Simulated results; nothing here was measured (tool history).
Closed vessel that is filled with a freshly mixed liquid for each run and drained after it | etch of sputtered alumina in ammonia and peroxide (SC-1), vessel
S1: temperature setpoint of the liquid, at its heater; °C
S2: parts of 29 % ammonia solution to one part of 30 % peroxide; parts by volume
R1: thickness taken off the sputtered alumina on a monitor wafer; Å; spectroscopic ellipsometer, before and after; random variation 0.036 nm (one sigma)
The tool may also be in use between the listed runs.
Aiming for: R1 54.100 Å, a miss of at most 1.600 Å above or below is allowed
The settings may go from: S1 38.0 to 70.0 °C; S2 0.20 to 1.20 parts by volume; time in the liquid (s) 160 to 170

run 1 day=0.000 | S1=54.0 S2=0.90 time_in_the_liquid_(s)=160 | R1=84.649
run 2 day=0.142 | S1=53.0 S2=0.90 time_in_the_liquid_(s)=160 | R1=81.285
run 3 day=0.446 | S1=47.5 S2=0.90 time_in_the_liquid_(s)=160 | R1=59.368
run 4 day=0.496 | S1=41.0 S2=0.90 time_in_the_liquid_(s)=160 | R1=40.924
run 5 day=0.712 | S1=41.5 S2=0.90 time_in_the_liquid_(s)=160 | R1=42.190
run 6 day=0.850 | S1=41.5 S2=1.20 time_in_the_liquid_(s)=160 | R1=43.625
run 7 day=0.896 | S1=42.0 S2=1.20 time_in_the_liquid_(s)=160 | R1=45.055
run 8 day=1.279 | S1=42.5 S2=1.20 time_in_the_liquid_(s)=160 | R1=46.202
run 9 day=1.638 | S1=43.0 S2=1.20 time_in_the_liquid_(s)=160 | R1=47.084
run 10 day=1.971 | S1=44.5 S2=1.20 time_in_the_liquid_(s)=160 | R1=51.269

Below are 4 possible settings for the next run. Only one of them brings all results inside the allowed miss of their targets. Which is it?
run A day=2.304 | S1=44.0 S2=1.15 time_in_the_liquid_(s)=160 | R1=?
run B day=2.304 | S1=44.0 S2=1.20 time_in_the_liquid_(s)=160 | R1=?
run C day=2.304 | S1=45.5 S2=1.20 time_in_the_liquid_(s)=160 | R1=?
run D day=2.304 | S1=44.0 S2=1.20 time_in_the_liquid_(s)=165 | R1=?

move=A R1=49.891
move=B R1=50.094
move=C R1=54.567
move=D R1=51.660
A: misses by more than the last run did
B: misses by more than the last run did
C: meets every target
D: nearer than the last run, and not there yet
Answer: C
